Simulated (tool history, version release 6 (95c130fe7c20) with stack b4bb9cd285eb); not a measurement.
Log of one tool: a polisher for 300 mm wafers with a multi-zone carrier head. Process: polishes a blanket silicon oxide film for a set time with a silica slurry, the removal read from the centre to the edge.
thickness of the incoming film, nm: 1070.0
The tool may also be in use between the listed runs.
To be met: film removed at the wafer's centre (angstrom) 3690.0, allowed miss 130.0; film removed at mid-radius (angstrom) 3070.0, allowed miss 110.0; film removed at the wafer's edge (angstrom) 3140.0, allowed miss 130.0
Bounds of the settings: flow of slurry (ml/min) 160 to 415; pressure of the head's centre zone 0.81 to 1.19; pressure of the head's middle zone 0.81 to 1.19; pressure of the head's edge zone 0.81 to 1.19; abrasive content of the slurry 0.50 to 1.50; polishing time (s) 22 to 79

| run | day | flow of slurry (ml/min) | pressure of the head's centre zone | pressure of the head's middle zone | pressure of the head's edge zone | abrasive content of the slurry | polishing time (s) | film removed at the wafer's centre (angstrom) | film removed at mid-radius (angstrom) | film removed at the wafer's edge (angstrom) |
|---|---|---|---|---|---|---|---|---|---|---|
| 1 | 0.000 | 265 | 1.00 | 1.00 | 1.00 | 1.00 | 50 | 2340.5 | 2351.5 | 2343.0 |
| 2 | 0.033 | 265 | 1.00 | 0.92 | 1.00 | 1.00 | 50 | 2292.5 | 2164.4 | 2295.2 |
| 3 | 0.108 | 280 | 1.06 | 0.95 | 1.03 | 1.15 | 50 | 2612.2 | 2380.9 | 2467.2 |
| 4 | 0.217 | 285 | 1.10 | 0.96 | 1.06 | 1.25 | 51 | 2912.1 | 2536.7 | 2593.2 |
| 5 | 0.492 | 285 | 1.10 | 0.96 | 1.02 | 1.25 | 51 | 2923.9 | 2492.0 | 2600.9 |
| 6 | 0.725 | 285 | 1.10 | 0.96 | 1.02 | 1.35 | 51 | 2937.3 | 2566.0 | 2690.6 |
| 7 | 0.771 | 290 | 1.12 | 0.97 | 1.03 | 1.40 | 53 | 3148.9 | 2755.6 | 2839.9 |
| 8 | 0.900 | 295 | 1.14 | 0.97 | 1.04 | 1.45 | 54 | 3397.2 | 2833.6 | 2895.1 |
| 9 | 1.267 | 300 | 1.14 | 0.97 | 1.04 | 1.45 | 55 | 3418.8 | 2916.2 | 3002.9 |

4 next moves are on the table. One of them brings every result within its allowed miss. Which?
| A | 1.633 | 250 | 1.12 | 1.02 | 1.09 | 1.45 | 56 | ? | ? | ? |
| B | 1.633 | 235 | 1.09 | 0.97 | 1.06 | 1.45 | 54 | ? | ? | ? |
| C | 1.633 | 395 | 1.19 | 0.98 | 1.04 | 1.20 | 60 | ? | ? | ? |
| D | 1.633 | 395 | 0.96 | 0.87 | 1.01 | 1.50 | 62 | ? | ? | ? |

| move | film removed at the wafer's centre (angstrom) | film removed at mid-radius (angstrom) | film removed at the wafer's edge (angstrom) |
|---|---|---|---|
| A | 3357.5 | 3046.2 | 3071.7 |
| B | 3131.5 | 2801.9 | 2913.4 |
| C | 3699.4 | 3041.9 | 3080.8 |
| D | 3337.9 | 3091.8 | 3411.8 |
A: further off than the last run
B: further off than the last run
C: meets every target
D: further off than the last run
The right move is C.

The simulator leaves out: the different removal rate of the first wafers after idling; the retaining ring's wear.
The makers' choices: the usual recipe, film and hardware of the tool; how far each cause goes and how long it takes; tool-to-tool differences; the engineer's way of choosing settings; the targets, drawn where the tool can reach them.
